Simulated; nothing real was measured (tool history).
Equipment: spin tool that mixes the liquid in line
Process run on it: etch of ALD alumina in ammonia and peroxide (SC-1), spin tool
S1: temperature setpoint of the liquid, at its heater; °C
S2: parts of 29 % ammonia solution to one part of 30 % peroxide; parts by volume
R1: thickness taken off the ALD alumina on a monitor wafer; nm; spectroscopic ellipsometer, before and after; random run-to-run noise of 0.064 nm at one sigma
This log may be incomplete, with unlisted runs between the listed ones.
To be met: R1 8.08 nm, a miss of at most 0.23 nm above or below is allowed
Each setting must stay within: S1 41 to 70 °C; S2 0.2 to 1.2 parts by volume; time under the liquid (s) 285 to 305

{"run": 1, "hour": 0.0, "S1": 57, "S2": 0.85, "time under the liquid (s)": 285, "R1": 12.75}
{"run": 2, "hour": 3.8, "S1": 56, "S2": 0.85, "time under the liquid (s)": 285, "R1": 12.088}
{"run": 3, "hour": 5.3, "S1": 55, "S2": 0.85, "time under the liquid (s)": 285, "R1": 11.477}
{"run": 4, "hour": 12.4, "S1": 54, "S2": 0.85, "time under the liquid (s)": 285, "R1": 10.779}
{"hour": 20.0, "done": "thermometer replaced"}
{"run": 5, "hour": 20.0, "S1": 53.5, "S2": 0.85, "time under the liquid (s)": 285, "R1": 11.974}
{"run": 6, "hour": 26.9, "S1": 53.5, "S2": 0.85, "time under the liquid (s)": 285, "R1": 12.059}
{"run": 7, "hour": 33.7, "S1": 52, "S2": 0.75, "time under the liquid (s)": 285, "R1": 10.819}
{"run": 8, "hour": 37.1, "S1": 45.5, "S2": 0.75, "time under the liquid (s)": 285, "R1": 7.5203}

Consider the 5 candidate settings below. Which is the only one whose results all fall within their allowed miss of target?
{"run": "A", "hour": 40.5, "S1": 43.5, "S2": 0.85, "time under the liquid (s)": 285, "R1": "?"}
{"run": "B", "hour": 40.5, "S1": 42.5, "S2": 0.7, "time under the liquid (s)": 305, "R1": "?"}
{"run": "C", "hour": 40.5, "S1": 47.5, "S2": 0.65, "time under the liquid (s)": 290, "R1": "?"}
{"run": "D", "hour": 40.5, "S1": 46.5, "S2": 0.65, "time under the liquid (s)": 305, "R1": "?"}
{"run": "E", "hour": 40.5, "S1": 46, "S2": 0.8, "time under the liquid (s)": 290, "R1": "?"}

move=A R1=6.8099
move=B R1=6.7524
move=C R1=8.4756
move=D R1=8.4272
move=E R1=7.9455
A: the biggest miss grows against the last run
B: the biggest miss grows against the last run
C: the result that was furthest off in the last run now lies on the other side of its target
D: the result that was furthest off in the last run now lies on the other side of its target
E: hits every target within its allowed miss
Correct choice: E, which meets every target
